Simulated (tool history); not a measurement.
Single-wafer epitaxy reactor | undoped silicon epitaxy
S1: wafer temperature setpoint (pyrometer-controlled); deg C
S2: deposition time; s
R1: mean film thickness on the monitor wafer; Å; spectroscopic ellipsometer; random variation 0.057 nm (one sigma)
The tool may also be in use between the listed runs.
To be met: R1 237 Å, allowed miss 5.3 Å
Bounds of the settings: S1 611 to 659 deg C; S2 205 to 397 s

{"run": 1, "hour": 0.0, "S1": 635, "S2": 301, "R1": 317.18}
{"run": 2, "hour": 6.9, "S1": 635, "S2": 328, "R1": 344.73}
{"run": 3, "hour": 14.3, "S1": 630, "S2": 327, "R1": 302.3}
{"run": 4, "hour": 20.9, "S1": 630, "S2": 357, "R1": 330.13}
{"run": 5, "hour": 23.8, "S1": 626, "S2": 356, "R1": 295.95}
{"run": 6, "hour": 32.4, "S1": 634, "S2": 356, "R1": 366.27}
{"run": 7, "hour": 40.2, "S1": 629, "S2": 355, "R1": 319.03}
{"run": 8, "hour": 42.4, "S1": 626, "S2": 355, "R1": 295.23}

5 next moves are on the table. One of them brings every result within its allowed miss. Which?
{"run": "A", "hour": 44.6, "S1": 624, "S2": 299, "R1": "?"}
{"run": "B", "hour": 44.6, "S1": 623, "S2": 322, "R1": "?"}
{"run": "C", "hour": 44.6, "S1": 623, "S2": 288, "R1": "?"}
{"run": "D", "hour": 44.6, "S1": 622, "S2": 331, "R1": "?"}
{"run": "E", "hour": 44.6, "S1": 630, "S2": 394, "R1": "?"}

move=A R1=235.59
move=B R1=247.09
move=C R1=221
move=D R1=247.36
move=E R1=363.26
A: meets every target
B: nearer than the last run, and not there yet
C: takes the result that was furthest off past its target
D: nearer than the last run, and not there yet
E: further off than the last run
The right move is A.

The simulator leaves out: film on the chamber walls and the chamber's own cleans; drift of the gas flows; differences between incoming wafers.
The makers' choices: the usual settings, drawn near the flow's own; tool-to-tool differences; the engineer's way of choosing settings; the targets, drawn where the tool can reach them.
